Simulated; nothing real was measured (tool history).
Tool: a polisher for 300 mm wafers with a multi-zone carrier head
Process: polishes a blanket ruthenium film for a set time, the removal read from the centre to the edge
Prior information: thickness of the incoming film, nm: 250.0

run	hour	flow of slurry (ml/min)	pressure of the head's centre zone	pressure of the head's middle zone	pressure of the head's edge zone	polishing time (s)	film removed at the wafer's centre (angstrom)	film removed at mid-radius (angstrom)	film removed at the wafer's edge (angstrom)
1	0.0	190	1.00	1.00	1.00	63	507.80	514.75	513.08
2	1.1	185	0.97	1.00	0.97	56	438.17	454.33	435.85
3	5.1	140	0.97	1.00	0.97	56	405.74	426.93	415.68
4	12.8	140	1.05	1.00	0.97	56	445.22	424.76	427.57
5	21.4	135	1.00	0.99	0.95	53	385.61	393.88	399.71
6	22.1	135	1.07	0.99	0.95	53	402.88	394.56	405.84

Run 7 comes next. What will it give?
7	24.3	135	1.03	0.99	0.92	51	?	?	?

{"run 7": {"film removed at the wafer's centre (angstrom)": 374.56, "film removed at mid-radius (angstrom)": 379.11, "film removed at the wafer's edge (angstrom)": 377.24}}
